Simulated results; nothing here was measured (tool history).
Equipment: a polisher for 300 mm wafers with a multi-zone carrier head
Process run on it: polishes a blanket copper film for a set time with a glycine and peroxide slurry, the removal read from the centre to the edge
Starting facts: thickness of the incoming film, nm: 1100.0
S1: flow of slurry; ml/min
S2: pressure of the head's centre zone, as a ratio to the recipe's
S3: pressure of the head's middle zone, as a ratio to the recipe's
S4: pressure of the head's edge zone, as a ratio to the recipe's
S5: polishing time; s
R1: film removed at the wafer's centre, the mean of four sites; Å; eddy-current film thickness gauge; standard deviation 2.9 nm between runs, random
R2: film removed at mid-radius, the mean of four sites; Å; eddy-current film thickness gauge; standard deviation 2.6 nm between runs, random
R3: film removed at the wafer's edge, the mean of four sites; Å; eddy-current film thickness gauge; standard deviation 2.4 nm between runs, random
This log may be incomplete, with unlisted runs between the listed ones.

run,day,S1,S2,S3,S4,S5,R1,R2,R3
1,0,320,1,1,1,69,2357,2271.5,2333.7
2,0.3,280,1,1,1,69,2334.5,2235.5,2286.8
3,0.421,280,1,1,1,59,1964.2,1902.8,2010.5
4,0.546,285,1.01,1.02,0.99,59,2013.5,1943.6,1978.2
5,0.604,285,1.05,1.02,0.99,59,2139.5,1960.7,1968.7
6,0.958,285,1.05,0.95,0.99,59,2070.9,1863.1,1994.7
7,1.083,290,1.05,0.97,0.99,59,2084.8,1894.1,1996.3
8,1.225,295,1.05,0.99,0.99,59,2096,1900.4,1966.6
9,1.362,295,1.05,1.01,0.99,59,2095.2,1939.8,1986.3
10,1.667,295,1.05,1.03,0.98,59,2088.4,1964.8,1979.7
11,1.771,295,1.06,1.05,0.98,59,2092.1,2029.9,1960.2
12,1.862,295,1.07,1.06,0.98,59,2164.7,2034.4,1975.2
13,2.121,295,1.07,1.07,0.98,59,2084.4,2031,1936
14,2.212,295,1.08,1.08,0.98,59,2149.9,2020.7,1972.1
15,2.275,300,1.08,1.09,0.97,59,2131.5,2079.4,1959.8
16,2.321,300,1.09,1.1,0.97,59,2168.1,2146.3,1961.8

Run 17 has not been measured yet. What should we expect?
17,2.354,300,1.1,1.1,0.97,59,?,?,?

R1: 2170.5 Å
R2: 2070.7 Å
R3: 1952.2 Å
